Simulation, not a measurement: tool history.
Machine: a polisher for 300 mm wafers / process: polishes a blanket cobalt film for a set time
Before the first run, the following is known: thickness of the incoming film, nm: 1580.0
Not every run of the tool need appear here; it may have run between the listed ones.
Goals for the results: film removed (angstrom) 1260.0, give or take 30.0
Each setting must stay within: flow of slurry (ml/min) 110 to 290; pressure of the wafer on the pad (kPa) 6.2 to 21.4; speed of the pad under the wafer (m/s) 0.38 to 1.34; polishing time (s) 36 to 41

| run | day | flow of slurry (ml/min) | pressure of the wafer on the pad (kPa) | speed of the pad under the wafer (m/s) | polishing time (s) | film removed (angstrom) |
|---|---|---|---|---|---|---|
| 1 | 0.000 | 185 | 13.8 | 0.86 | 41 | 1840.8 |
| 2 | 0.133 | 185 | 13.8 | 0.86 | 36 | 1600.2 |
| 3 | 0.346 | 185 | 13.8 | 0.86 | 36 | 1608.6 |
| 4 | 0.546 | 185 | 13.8 | 0.86 | 41 | 1828.8 |
| 5 | 0.650 | 175 | 12.4 | 0.86 | 41 | 1651.8 |
| 6 | 0.792 | 175 | 12.4 | 0.86 | 41 | 1643.8 |
| 7 | 1.046 | 170 | 11.7 | 0.86 | 41 | 1558.3 |
| 8 | 1.212 | 165 | 11.0 | 0.86 | 41 | 1453.3 |
| 9 | 1.475 | 160 | 10.3 | 0.86 | 41 | 1369.6 |
| 10 | 1.638 | 155 | 10.3 | 0.86 | 41 | 1375.9 |
| 11 | 1.800 | 150 | 10.3 | 0.86 | 41 | 1351.1 |
| 12 | 2.083 | 140 | 10.3 | 0.86 | 41 | 1376.9 |

Exercise: of the 4 proposed moves below, exactly one satisfies all targets within the stated allowed misses. Which move is it?
| A | 2.367 | 140 | 10.3 | 0.92 | 36 | ? |
| B | 2.367 | 110 | 10.3 | 0.92 | 39 | ? |
| C | 2.367 | 110 | 9.7 | 0.92 | 36 | ? |
| D | 2.367 | 110 | 9.7 | 0.82 | 41 | ? |

| move | film removed (angstrom) |
|---|---|
| A | 1273.0 |
| B | 1350.3 |
| C | 1166.6 |
| D | 1188.3 |
A: all results in spec
B: gains on the last run, yet a result remains outside its allowed miss
C: moves the result that the last run missed by most past its target, out the other side
D: moves the result that the last run missed by most past its target, out the other side
So the answer is move A, the one that meets all the targets.
